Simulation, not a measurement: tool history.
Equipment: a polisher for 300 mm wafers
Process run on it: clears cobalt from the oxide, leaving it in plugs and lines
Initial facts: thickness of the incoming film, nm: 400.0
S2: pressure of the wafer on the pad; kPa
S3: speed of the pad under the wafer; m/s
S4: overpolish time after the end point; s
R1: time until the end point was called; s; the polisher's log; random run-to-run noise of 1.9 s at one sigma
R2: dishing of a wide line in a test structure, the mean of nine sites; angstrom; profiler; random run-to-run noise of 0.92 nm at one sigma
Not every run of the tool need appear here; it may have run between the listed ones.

{"run": 1, "hour": 0.0, "flow of slurry (ml/min)": 170, "S2": 9.7, "S3": 0.84, "S4": 20, "R1": 94.715, "R2": 392.67}
{"run": 2, "hour": 6.3, "flow of slurry (ml/min)": 170, "S2": 9, "S3": 0.84, "S4": 22, "R1": 104.27, "R2": 413.52}
{"run": 3, "hour": 9.2, "flow of slurry (ml/min)": 170, "S2": 8.3, "S3": 0.84, "S4": 23, "R1": 114.45, "R2": 381.74}
{"run": 4, "hour": 14.9, "flow of slurry (ml/min)": 170, "S2": 10.3, "S3": 0.84, "S4": 23, "R1": 91.381, "R2": 421.74}
{"run": 5, "hour": 21.0, "flow of slurry (ml/min)": 170, "S2": 10.3, "S3": 0.66, "S4": 23, "R1": 110.9, "R2": 396.5}
{"run": 6, "hour": 25.6, "flow of slurry (ml/min)": 170, "S2": 8.3, "S3": 0.66, "S4": 23, "R1": 135.84, "R2": 363.14}
{"run": 7, "hour": 31.4, "flow of slurry (ml/min)": 170, "S2": 8.3, "S3": 0.66, "S4": 24, "R1": 137.21, "R2": 364.88}
{"run": 8, "hour": 39.7, "flow of slurry (ml/min)": 170, "S2": 8.3, "S3": 0.66, "S4": 25, "R1": 137.69, "R2": 377.93}

Forecast run 9:
{"run": 9, "hour": 40.2, "flow of slurry (ml/min)": 170, "S2": 8.3, "S3": 0.66, "S4": 25, "R1": "?", "R2": "?"}

R1: 135.74 s
R2: 378.75 angstrom

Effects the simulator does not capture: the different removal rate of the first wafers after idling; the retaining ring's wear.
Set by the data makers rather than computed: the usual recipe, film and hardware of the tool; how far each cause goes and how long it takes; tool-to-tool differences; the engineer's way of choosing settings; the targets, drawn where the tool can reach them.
